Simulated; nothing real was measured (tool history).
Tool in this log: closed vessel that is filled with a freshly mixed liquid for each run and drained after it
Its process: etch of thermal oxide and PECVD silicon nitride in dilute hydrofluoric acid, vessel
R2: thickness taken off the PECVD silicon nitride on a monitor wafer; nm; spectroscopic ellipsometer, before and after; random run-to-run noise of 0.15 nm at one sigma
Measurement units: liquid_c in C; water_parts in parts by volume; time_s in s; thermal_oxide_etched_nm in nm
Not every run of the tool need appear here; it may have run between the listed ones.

Run 1, hour 0.0: liquid_c 24.0 C, water_parts 115 parts by volume, time_s 235 s. Result: thermal_oxide_etched_nm 9.1795 nm, R2 12.006 nm.
Run 2, hour 8.0: liquid_c 24.5 C, water_parts 95 parts by volume, time_s 230 s. Result: thermal_oxide_etched_nm 11.4190 nm, R2 14.752 nm.
Run 3, hour 10.6: liquid_c 24.5 C, water_parts 95 parts by volume, time_s 280 s. Result: thermal_oxide_etched_nm 13.9350 nm, R2 17.857 nm.
Run 4, hour 18.0: liquid_c 24.5 C, water_parts 75 parts by volume, time_s 280 s. Result: thermal_oxide_etched_nm 18.0100 nm, R2 22.323 nm.
Run 5, hour 20.7: liquid_c 24.5 C, water_parts 70 parts by volume, time_s 280 s. Result: thermal_oxide_etched_nm 19.4210 nm, R2 24.289 nm.
Run 6, hour 25.7: liquid_c 21.5 C, water_parts 70 parts by volume, time_s 280 s. Result: thermal_oxide_etched_nm 17.0550 nm, R2 19.789 nm.
Run 7, hour 27.3: liquid_c 22.0 C, water_parts 70 parts by volume, time_s 280 s. Result: thermal_oxide_etched_nm 17.5370 nm, R2 20.307 nm.

Predict the results of run 8:
Run 8, hour 34.0: liquid_c 22.5 C, water_parts 70 parts by volume, time_s 280 s. Result: thermal_oxide_etched_nm ?, R2 ?.

Run 8 measured thermal_oxide_etched_nm 17.8840 nm, R2 21.049 nm.
